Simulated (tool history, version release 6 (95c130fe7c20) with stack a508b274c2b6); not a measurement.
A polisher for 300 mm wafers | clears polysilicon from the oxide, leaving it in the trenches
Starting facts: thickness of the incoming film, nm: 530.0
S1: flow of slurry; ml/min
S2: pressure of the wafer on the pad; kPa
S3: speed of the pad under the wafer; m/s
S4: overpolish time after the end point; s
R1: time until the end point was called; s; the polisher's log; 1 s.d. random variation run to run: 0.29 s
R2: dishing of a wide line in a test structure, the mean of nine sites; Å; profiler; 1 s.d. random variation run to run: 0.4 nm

run,hour,S1,S2,S3,S4,R1,R2
1,0.0,305,23.4,1.02,11,31.255,378.70
2,7.3,305,24.1,1.02,10,30.776,382.19
3,12.0,305,24.1,1.02,5,30.784,349.37
4,19.2,305,24.8,1.02,5,29.789,349.21
5,21.4,305,24.8,1.02,10,29.368,377.31
6,26.9,275,24.8,1.02,10,30.823,370.74
7,34.6,190,31.7,1.06,4,24.592,347.31
8,39.8,190,32.4,1.06,4,23.133,345.11
9,40.9,190,33.1,1.04,4,23.811,354.08

Run 10 comes next. What will it give?
10,42.1,190,32.4,1.08,4,?,?

Run 10 measured R1 23.007 s, R2 351.46 Å.

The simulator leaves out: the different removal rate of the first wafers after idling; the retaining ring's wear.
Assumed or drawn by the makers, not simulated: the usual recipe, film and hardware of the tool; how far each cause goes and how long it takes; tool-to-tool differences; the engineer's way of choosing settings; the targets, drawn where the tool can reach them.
